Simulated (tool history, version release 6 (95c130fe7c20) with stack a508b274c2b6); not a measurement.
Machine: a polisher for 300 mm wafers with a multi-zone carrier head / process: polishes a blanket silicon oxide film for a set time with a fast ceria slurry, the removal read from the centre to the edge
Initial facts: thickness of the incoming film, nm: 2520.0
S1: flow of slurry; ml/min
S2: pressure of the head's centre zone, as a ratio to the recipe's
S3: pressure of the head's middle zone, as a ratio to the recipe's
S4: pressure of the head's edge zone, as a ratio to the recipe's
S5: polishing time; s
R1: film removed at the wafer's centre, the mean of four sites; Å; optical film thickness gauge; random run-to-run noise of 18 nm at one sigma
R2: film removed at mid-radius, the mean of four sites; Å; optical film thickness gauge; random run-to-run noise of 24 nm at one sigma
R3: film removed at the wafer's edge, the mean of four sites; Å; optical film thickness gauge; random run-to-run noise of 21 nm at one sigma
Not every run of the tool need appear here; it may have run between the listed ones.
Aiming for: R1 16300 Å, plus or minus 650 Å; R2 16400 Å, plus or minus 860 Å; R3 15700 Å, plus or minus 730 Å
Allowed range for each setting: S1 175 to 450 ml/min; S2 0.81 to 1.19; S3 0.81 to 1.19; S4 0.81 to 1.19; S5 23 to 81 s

run	hour	S1	S2	S3	S4	S5	R1	R2	R3
1	0.0	290	1.00	1.00	1.00	52	10835	11353	11109
2	5.3	290	1.01	1.01	1.01	54	11031	12001	11614
3	9.3	290	1.01	1.01	1.01	65	13424	14130	13721
4	12.0	325	1.01	1.01	1.01	65	13749	14491	14251
5	20.2	330	1.02	1.02	1.01	65	13880	14426	13660
6	23.9	330	1.02	1.06	1.01	65	14103	15536	13794
7	27.1	330	1.03	1.06	1.02	66	14374	15252	14142
8	31.6	330	1.03	1.06	1.03	67	14377	15464	14237
9	35.6	330	1.03	1.06	1.03	68	14934	15793	14526
10	37.2	340	1.04	1.05	1.05	70	14833	16509	15216
11	38.7	340	1.04	1.05	1.05	70	15041	16392	15178

Exactly one of the 4 candidate moves below puts every result within its allowed miss. Which one?
A	40.2	235	0.90	1.03	1.14	72	?	?	?
B	40.2	400	1.06	1.05	0.97	67	?	?	?
C	40.2	395	0.95	0.94	0.94	76	?	?	?
D	40.2	390	1.07	1.05	1.06	71	?	?	?

move	R1	R2	R3
A	12702	15769	15699
B	14838	15769	14077
C	15044	16288	15744
D	15839	16674	15551
A: misses by more than the last run did
B: misses by more than the last run did
C: neither nearer nor further off than the last run
D: all results in spec
Correct choice: D, which meets every target
